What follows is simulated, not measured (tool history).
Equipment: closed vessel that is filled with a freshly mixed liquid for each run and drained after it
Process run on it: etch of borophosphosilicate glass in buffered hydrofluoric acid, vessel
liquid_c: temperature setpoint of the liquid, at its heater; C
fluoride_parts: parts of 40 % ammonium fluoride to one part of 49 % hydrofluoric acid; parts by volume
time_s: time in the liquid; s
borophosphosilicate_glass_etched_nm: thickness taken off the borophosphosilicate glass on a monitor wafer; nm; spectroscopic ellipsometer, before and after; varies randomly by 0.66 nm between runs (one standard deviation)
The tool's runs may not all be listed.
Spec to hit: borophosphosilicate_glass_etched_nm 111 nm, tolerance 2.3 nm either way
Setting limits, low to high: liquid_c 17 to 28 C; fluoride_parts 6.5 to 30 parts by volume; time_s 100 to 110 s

run,hour,liquid_c,fluoride_parts,time_s,borophosphosilicate_glass_etched_nm
1,0,20,18.5,100,55.785
2,8.1,23,18.5,100,66.564
3,14.8,23,18.5,110,72.875
4,19.3,24.5,17.5,110,83.655
5,20.5,27.5,17.5,110,97.914
6,23,28,17.5,110,101.17
7,32.1,28,17,110,104.53
8,39.9,28,16.5,110,106.9

Consider the 4 candidate settings below. Which is the only one whose results all fall within their allowed miss of target?
A,47.7,28,15,110,?
B,47.7,26,13,105,?
C,47.7,26.5,14,110,?
D,47.7,28,15,105,?

move,borophosphosilicate_glass_etched_nm
A,118.56
B,117.17
C,117.2
D,113.17
A: carries the result that was furthest off beyond its target, to the other side
B: carries the result that was furthest off beyond its target, to the other side
C: carries the result that was furthest off beyond its target, to the other side
D: hits every target within its allowed miss
Correct choice: D, which meets every target
